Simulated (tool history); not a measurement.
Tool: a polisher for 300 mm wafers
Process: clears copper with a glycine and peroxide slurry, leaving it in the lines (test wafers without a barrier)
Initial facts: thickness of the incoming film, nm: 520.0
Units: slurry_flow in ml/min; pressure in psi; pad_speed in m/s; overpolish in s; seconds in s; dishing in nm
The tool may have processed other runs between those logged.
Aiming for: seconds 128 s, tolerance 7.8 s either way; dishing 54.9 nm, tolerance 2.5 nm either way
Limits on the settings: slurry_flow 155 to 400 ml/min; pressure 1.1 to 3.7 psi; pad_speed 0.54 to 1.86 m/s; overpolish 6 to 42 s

run 1 hour=0 | slurry_flow=255 pressure=2.4 pad_speed=1.18 overpolish=21 | seconds=75.653 dishing=86.435
run 2 hour=1.6 | slurry_flow=255 pressure=2 pad_speed=1.14 overpolish=21 | seconds=86.933 dishing=77.848
run 3 hour=10.6 | slurry_flow=255 pressure=1.8 pad_speed=1.08 overpolish=21 | seconds=95.886 dishing=73.224
run 4 hour=15.6 | slurry_flow=255 pressure=1.6 pad_speed=1.02 overpolish=20 | seconds=104.62 dishing=62.029
run 5 hour=21.8 | slurry_flow=255 pressure=1.6 pad_speed=1.16 overpolish=20 | seconds=98.148 dishing=70.399
run 6 hour=28.2 | slurry_flow=255 pressure=2.2 pad_speed=1.16 overpolish=20 | seconds=80.584 dishing=78.291
run 7 hour=35.5 | slurry_flow=250 pressure=1.9 pad_speed=1.1 overpolish=20 | seconds=89.461 dishing=71.786
-- hour=43 head pressure recalibrated
run 8 hour=43 | slurry_flow=260 pressure=1.7 pad_speed=1.04 overpolish=20 | seconds=104.73 dishing=64.695
run 9 hour=48.1 | slurry_flow=265 pressure=1.6 pad_speed=1.04 overpolish=20 | seconds=104.95 dishing=61.663
run 10 hour=55.2 | slurry_flow=280 pressure=1.5 pad_speed=1.02 overpolish=21 | seconds=107.14 dishing=62.093
run 11 hour=64.2 | slurry_flow=280 pressure=1.4 pad_speed=1 overpolish=21 | seconds=112.53 dishing=60.596
run 12 hour=67.5 | slurry_flow=280 pressure=1.3 pad_speed=0.98 overpolish=21 | seconds=121.22 dishing=59.299

Below are 5 possible settings for the next run. Only one of them brings all results inside the allowed miss of their targets. Which is it?
run A hour=70.8 | slurry_flow=345 pressure=1.4 pad_speed=0.86 overpolish=20 | seconds=? dishing=?
run B hour=70.8 | slurry_flow=250 pressure=1.1 pad_speed=0.86 overpolish=20 | seconds=? dishing=?
run C hour=70.8 | slurry_flow=260 pressure=2.3 pad_speed=0.78 overpolish=19 | seconds=? dishing=?
run D hour=70.8 | slurry_flow=280 pressure=1.1 pad_speed=1.24 overpolish=21 | seconds=? dishing=?
run E hour=70.8 | slurry_flow=310 pressure=1.4 pad_speed=1 overpolish=18 | seconds=? dishing=?

move=A seconds=126.35 dishing=53.844
move=B seconds=142.06 dishing=48.529
move=C seconds=111.2 dishing=58.272
move=D seconds=107.78 dishing=62.445
move=E seconds=114.17 dishing=53.354
A: every result within its allowed miss
B: pushes the last run's worst result past its target
C: lands further from the targets than the last run did
D: lands further from the targets than the last run did
E: meets the target for the result that was furthest off, but another lies outside its allowed miss
The move that meets every target is A.
